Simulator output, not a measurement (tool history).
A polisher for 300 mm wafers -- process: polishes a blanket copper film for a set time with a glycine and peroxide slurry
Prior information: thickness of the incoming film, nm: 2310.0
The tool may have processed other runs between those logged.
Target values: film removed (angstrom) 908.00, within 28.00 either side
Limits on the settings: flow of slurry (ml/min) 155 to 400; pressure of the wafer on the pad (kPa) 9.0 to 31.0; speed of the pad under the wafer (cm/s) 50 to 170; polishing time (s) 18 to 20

run	hour	flow of slurry (ml/min)	pressure of the wafer on the pad (kPa)	speed of the pad under the wafer (cm/s)	polishing time (s)	film removed (angstrom)
1	0.0	255	20.0	110	20	1301.00
2	5.6	255	17.9	110	20	1148.10
3	9.1	255	16.5	110	20	1096.00
4	9.8	220	16.5	110	20	1091.80
5	16.5	220	15.9	110	20	1052.20
6	22.7	220	15.2	110	20	1014.40
7	30.9	220	14.5	110	20	975.82
8	33.5	220	13.8	110	20	938.03

Below are 5 possible settings for the next run. Only one of them brings all results inside the allowed miss of their targets. Which is it?
A	36.1	340	12.4	124	20	?
B	36.1	245	14.5	110	20	?
C	36.1	215	14.5	110	20	?
D	36.1	230	11.7	138	20	?
E	36.1	205	15.2	98	20	?

move	film removed (angstrom)
A	969.45
B	976.60
C	968.55
D	984.78
E	914.38
A: its largest miss is bigger than the last run's
B: its largest miss is bigger than the last run's
C: its largest miss is bigger than the last run's
D: its largest miss is bigger than the last run's
E: meets every target
Move E is the one to make.
